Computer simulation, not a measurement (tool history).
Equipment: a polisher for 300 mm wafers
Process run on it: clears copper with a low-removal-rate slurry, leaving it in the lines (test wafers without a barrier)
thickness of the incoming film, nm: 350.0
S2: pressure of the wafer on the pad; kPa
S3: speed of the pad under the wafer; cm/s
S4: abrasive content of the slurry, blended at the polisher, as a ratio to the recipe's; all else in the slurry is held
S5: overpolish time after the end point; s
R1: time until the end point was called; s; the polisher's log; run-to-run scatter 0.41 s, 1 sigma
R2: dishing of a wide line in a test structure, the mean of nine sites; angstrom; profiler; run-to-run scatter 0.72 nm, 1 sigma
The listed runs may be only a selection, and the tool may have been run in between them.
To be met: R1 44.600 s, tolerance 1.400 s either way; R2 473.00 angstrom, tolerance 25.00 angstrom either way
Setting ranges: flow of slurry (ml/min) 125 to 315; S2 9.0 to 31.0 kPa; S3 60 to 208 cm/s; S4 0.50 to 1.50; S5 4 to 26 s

Run 1, day 0.000: flow of slurry (ml/min) 205, S2 20.0 kPa, S3 134 cm/s, S4 1.00, S5 13 s. Result: R1 73.597 s, R2 324.83 angstrom.
Run 2, day 0.267: flow of slurry (ml/min) 205, S2 24.1 kPa, S3 134 cm/s, S4 1.00, S5 13 s. Result: R1 61.887 s, R2 368.81 angstrom.
Run 3, day 0.504: flow of slurry (ml/min) 210, S2 25.5 kPa, S3 134 cm/s, S4 1.00, S5 13 s. Result: R1 57.677 s, R2 384.40 angstrom.
Run 4, day 0.771: flow of slurry (ml/min) 215, S2 26.9 kPa, S3 134 cm/s, S4 1.00, S5 13 s. Result: R1 55.133 s, R2 398.43 angstrom.
Run 5, day 0.871: flow of slurry (ml/min) 215, S2 26.9 kPa, S3 134 cm/s, S4 1.00, S5 15 s. Result: R1 55.218 s, R2 426.28 angstrom.
Run 6, day 1.071: flow of slurry (ml/min) 215, S2 27.6 kPa, S3 136 cm/s, S4 1.00, S5 15 s. Result: R1 52.916 s, R2 438.24 angstrom.
Run 7, day 1.404: flow of slurry (ml/min) 215, S2 28.3 kPa, S3 136 cm/s, S4 1.00, S5 15 s. Result: R1 51.647 s, R2 448.53 angstrom.
Run 8, day 1.454: flow of slurry (ml/min) 235, S2 31.0 kPa, S3 136 cm/s, S4 1.00, S5 14 s. Result: R1 46.933 s, R2 452.80 angstrom.

5 next moves are on the table. One of them brings every result within its allowed miss. Which?
Run A, day 1.504: flow of slurry (ml/min) 240, S2 31.0 kPa, S3 156 cm/s, S4 0.95, S5 17 s. Result: R1 ?, R2 ?.
Run B, day 1.504: flow of slurry (ml/min) 275, S2 29.6 kPa, S3 146 cm/s, S4 1.05, S5 18 s. Result: R1 ?, R2 ?.
Run C, day 1.504: flow of slurry (ml/min) 245, S2 31.0 kPa, S3 148 cm/s, S4 1.05, S5 19 s. Result: R1 ?, R2 ?.
Run D, day 1.504: flow of slurry (ml/min) 230, S2 30.3 kPa, S3 150 cm/s, S4 0.85, S5 18 s. Result: R1 ?, R2 ?.
Run E, day 1.504: flow of slurry (ml/min) 235, S2 28.3 kPa, S3 152 cm/s, S4 1.10, S5 15 s. Result: R1 ?, R2 ?.

move      R1      R2
   A  41.085  533.97
   B  44.094  529.65
   C  42.137  551.83
   D  45.019  525.89
   E  44.702  484.33
A: carries the result that was furthest off beyond its target, to the other side
B: meets the target for the result that was furthest off, but another lies outside its allowed miss
C: carries the result that was furthest off beyond its target, to the other side
D: meets the target for the result that was furthest off, but another lies outside its allowed miss
E: all results in spec
Correct choice: E, which meets every target
